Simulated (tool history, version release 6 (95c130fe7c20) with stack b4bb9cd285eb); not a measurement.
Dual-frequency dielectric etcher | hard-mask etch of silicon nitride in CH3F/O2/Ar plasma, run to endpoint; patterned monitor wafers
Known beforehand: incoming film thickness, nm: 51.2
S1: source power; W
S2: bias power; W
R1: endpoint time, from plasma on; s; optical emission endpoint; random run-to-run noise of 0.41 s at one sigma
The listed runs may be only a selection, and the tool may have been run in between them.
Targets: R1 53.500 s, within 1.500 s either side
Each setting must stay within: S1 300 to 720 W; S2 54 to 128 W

run	hour	S1	S2	R1
1	0.0	510	91	61.472
2	5.7	540	91	61.139
3	10.0	540	83	62.155
4	11.7	620	83	59.316
5	13.1	550	83	62.047
6	21.9	550	68	64.144
# hour 29.9: source power generator calibrated
7	29.9	600	77	61.378
8	38.9	630	84	58.631
9	46.3	720	96	55.825

5 candidate next runs follow, results not yet known. Just one meets every target within its allowed miss. Identify it.
A	53.7	630	97	?
B	53.7	720	111	?
C	53.7	600	83	?
D	53.7	660	94	?
E	53.7	630	81	?

move	R1
A	57.149
B	53.199
C	60.097
D	56.836
E	59.611
A: moves away from the targets compared with the last run
B: hits every target within its allowed miss
C: moves away from the targets compared with the last run
D: moves away from the targets compared with the last run
E: moves away from the targets compared with the last run
So the answer is move B, the one that meets all the targets.
